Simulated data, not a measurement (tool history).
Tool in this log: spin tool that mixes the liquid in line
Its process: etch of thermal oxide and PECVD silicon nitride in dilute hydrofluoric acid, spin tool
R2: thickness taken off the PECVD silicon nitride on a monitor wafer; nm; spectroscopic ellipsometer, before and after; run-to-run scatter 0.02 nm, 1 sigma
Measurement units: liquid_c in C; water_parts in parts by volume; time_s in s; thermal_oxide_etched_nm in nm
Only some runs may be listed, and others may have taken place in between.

Run 1, hour 0.0: liquid_c 21.0 C, water_parts 235 parts by volume, time_s 180 s. Result: thermal_oxide_etched_nm 2.7628 nm, R2 1.9109 nm.
Run 2, hour 6.3: liquid_c 21.0 C, water_parts 235 parts by volume, time_s 130 s. Result: thermal_oxide_etched_nm 2.0188 nm, R2 1.3915 nm.
Run 3, hour 11.6: liquid_c 21.0 C, water_parts 300 parts by volume, time_s 130 s. Result: thermal_oxide_etched_nm 1.4925 nm, R2 1.1035 nm.
Run 4, hour 19.9: liquid_c 21.0 C, water_parts 300 parts by volume, time_s 190 s. Result: thermal_oxide_etched_nm 2.1988 nm, R2 1.6288 nm.
Run 5, hour 21.1: liquid_c 18.5 C, water_parts 300 parts by volume, time_s 190 s. Result: thermal_oxide_etched_nm 1.9658 nm, R2 1.3844 nm.
Run 6, hour 24.6: liquid_c 20.0 C, water_parts 300 parts by volume, time_s 190 s. Result: thermal_oxide_etched_nm 2.0962 nm, R2 1.5270 nm.
Run 7, hour 33.3: liquid_c 21.5 C, water_parts 305 parts by volume, time_s 190 s. Result: thermal_oxide_etched_nm 2.1492 nm, R2 1.6674 nm.
Run 8, hour 41.4: liquid_c 22.5 C, water_parts 305 parts by volume, time_s 190 s. Result: thermal_oxide_etched_nm 2.2465 nm, R2 1.7544 nm.
Run 9, hour 47.4: liquid_c 23.5 C, water_parts 310 parts by volume, time_s 190 s. Result: thermal_oxide_etched_nm 2.2821 nm, R2 1.8187 nm.
Run 10, hour 48.0: liquid_c 24.0 C, water_parts 315 parts by volume, time_s 190 s. Result: thermal_oxide_etched_nm 2.3231 nm, R2 1.8464 nm.

Run 11 comes next. What will it give?
Run 11, hour 52.8: liquid_c 24.5 C, water_parts 320 parts by volume, time_s 190 s. Result: thermal_oxide_etched_nm ?, R2 ?.

{"run 11": {"thermal_oxide_etched_nm": 2.2649, "R2": 1.8819}}
